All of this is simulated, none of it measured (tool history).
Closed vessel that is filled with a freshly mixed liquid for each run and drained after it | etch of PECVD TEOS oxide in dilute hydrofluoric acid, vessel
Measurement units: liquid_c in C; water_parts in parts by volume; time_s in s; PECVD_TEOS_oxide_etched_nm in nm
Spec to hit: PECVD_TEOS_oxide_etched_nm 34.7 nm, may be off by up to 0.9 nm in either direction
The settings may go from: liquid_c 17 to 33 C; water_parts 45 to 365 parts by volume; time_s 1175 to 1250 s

run 1 hour=0 | liquid_c=25 water_parts=205 time_s=1175 | PECVD_TEOS_oxide_etched_nm=64.248
run 2 hour=8.4 | liquid_c=25 water_parts=205 time_s=1175 | PECVD_TEOS_oxide_etched_nm=64.492
run 3 hour=15 | liquid_c=23.5 water_parts=220 time_s=1175 | PECVD_TEOS_oxide_etched_nm=55.781
run 4 hour=22.7 | liquid_c=22 water_parts=230 time_s=1175 | PECVD_TEOS_oxide_etched_nm=50.75
run 5 hour=28.9 | liquid_c=22 water_parts=230 time_s=1250 | PECVD_TEOS_oxide_etched_nm=53.125
run 6 hour=35.1 | liquid_c=23.5 water_parts=230 time_s=1250 | PECVD_TEOS_oxide_etched_nm=57.012
run 7 hour=41.5 | liquid_c=22 water_parts=240 time_s=1250 | PECVD_TEOS_oxide_etched_nm=50.368
run 8 hour=46.2 | liquid_c=21 water_parts=245 time_s=1250 | PECVD_TEOS_oxide_etched_nm=47.556
run 9 hour=53 | liquid_c=20 water_parts=250 time_s=1250 | PECVD_TEOS_oxide_etched_nm=44.723
-- hour=54.4 thermometer replaced
run 10 hour=54.4 | liquid_c=19.5 water_parts=255 time_s=1250 | PECVD_TEOS_oxide_etched_nm=39.984
run 11 hour=56.6 | liquid_c=19 water_parts=255 time_s=1250 | PECVD_TEOS_oxide_etched_nm=39.261

Which of these 4 next moves meets every target?
run A hour=58.8 | liquid_c=18.5 water_parts=260 time_s=1175 | PECVD_TEOS_oxide_etched_nm=?
run B hour=58.8 | liquid_c=21 water_parts=250 time_s=1250 | PECVD_TEOS_oxide_etched_nm=?
run C hour=58.8 | liquid_c=17.5 water_parts=270 time_s=1185 | PECVD_TEOS_oxide_etched_nm=?
run D hour=58.8 | liquid_c=21.5 water_parts=260 time_s=1250 | PECVD_TEOS_oxide_etched_nm=?

move=A PECVD_TEOS_oxide_etched_nm=35.019
move=B PECVD_TEOS_oxide_etched_nm=42.951
move=C PECVD_TEOS_oxide_etched_nm=32.451
move=D PECVD_TEOS_oxide_etched_nm=41.667
A: every result within its allowed miss
B: lands further from the targets than the last run did
C: carries the result that was furthest off beyond its target, to the other side
D: lands further from the targets than the last run did
Correct choice: A, which meets every target

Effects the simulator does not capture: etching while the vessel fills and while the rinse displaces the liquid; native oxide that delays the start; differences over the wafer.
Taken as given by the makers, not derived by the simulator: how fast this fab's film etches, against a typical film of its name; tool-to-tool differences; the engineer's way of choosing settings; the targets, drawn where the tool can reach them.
